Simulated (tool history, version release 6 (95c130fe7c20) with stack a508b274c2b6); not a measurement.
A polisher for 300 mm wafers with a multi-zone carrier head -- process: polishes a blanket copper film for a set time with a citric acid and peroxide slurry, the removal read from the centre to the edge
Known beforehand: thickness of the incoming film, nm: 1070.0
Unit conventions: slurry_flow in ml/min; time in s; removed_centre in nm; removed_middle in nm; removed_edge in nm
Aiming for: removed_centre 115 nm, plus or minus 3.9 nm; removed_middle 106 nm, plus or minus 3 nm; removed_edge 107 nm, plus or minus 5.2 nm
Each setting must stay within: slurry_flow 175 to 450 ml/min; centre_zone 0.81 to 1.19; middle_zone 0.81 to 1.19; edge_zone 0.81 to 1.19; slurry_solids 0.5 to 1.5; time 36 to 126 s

run    day  slurry_flow  centre_zone  middle_zone  edge_zone  slurry_solids  time  removed_centre  removed_middle  removed_edge
  1      0          290            1            1          1              1    81          206.69          214.37        218.11
  2  0.358          290         1.01         0.99       0.98           0.95    75          190.56          197.12        196.93
  3  0.392          290         1.01         0.99       0.98           0.95    84          213.86           219.7        223.64
  4  0.633          290         1.02         0.97       0.96            0.9    77          190.81          196.39        198.73
  5  0.767          290         1.04         0.95       0.94           0.85    72          181.77           179.5        180.45
  6  0.867          290         1.04         0.95       0.94           0.95    72          186.45          183.03        183.18
  7      1          290         1.05         0.93       0.93            0.9    68          173.31          165.77        175.94
  8  1.267          290         1.06         0.93       0.91           0.85    64          162.53          153.59        161.18
  9  1.496          290         1.07         0.91       0.81            0.6    42          96.795          91.115        91.647
 10  1.729          295         1.08         0.92       0.83            0.6    42          101.25          90.531        90.279
 11  2.104          295         1.07         0.93       0.85            0.6    42          98.108           91.38        92.019
 12  2.396          295         1.08         0.94       0.87           0.65    42          100.96          94.313        97.358
     2.421  -- centre zone pressure recalibrated
 13  2.421          300         1.09         0.95       0.87           0.65    42          110.06          95.338        94.701
 14  2.488          300         1.08         0.96       0.88           0.65    42           109.3          97.965        96.393
 15  2.758          300         1.08         0.96       0.88           0.65    42          108.18          96.135        96.429
 16  3.017          335         1.09         1.03       0.98            0.8    43          122.24          110.64        113.39
 17  3.162          335         1.09         1.03       0.97            0.8    43           118.9           113.8        107.68
 18  3.371          330         1.09         1.02       0.97            0.8    43          121.35          110.56        108.85
 19  3.483          330         1.09         1.01       0.97            0.8    43           122.6          110.36        110.25
 20  3.771          325         1.07         0.99       0.95            0.8    43          120.48          108.53        108.23

Exercise: of the 5 proposed moves below, exactly one satisfies all targets within the stated allowed misses. Which move is it?
  A  4.058          380          1.1         0.98       0.88           0.95    42               ?               ?             ?
  B  4.058          270         0.98         0.92       0.85            1.1    42               ?               ?             ?
  C  4.058          415         1.19         0.99       0.97           1.35    36               ?               ?             ?
  D  4.058          450         1.11         0.98       0.81            1.4    36               ?               ?             ?
  E  4.058          415         1.16         0.99       0.92           1.35    37               ?               ?             ?

move  removed_centre  removed_middle  removed_edge
   A          125.89          110.79        107.98
   B          115.39          105.63        107.74
   C          126.72          105.67        106.72
   D          121.93          106.43        99.697
   E          127.66          108.63           107
A: its largest miss is bigger than the last run's
B: every result lands within tolerance
C: its largest miss is bigger than the last run's
D: its largest miss is bigger than the last run's
E: its largest miss is bigger than the last run's
Go with B: it meets all targets.
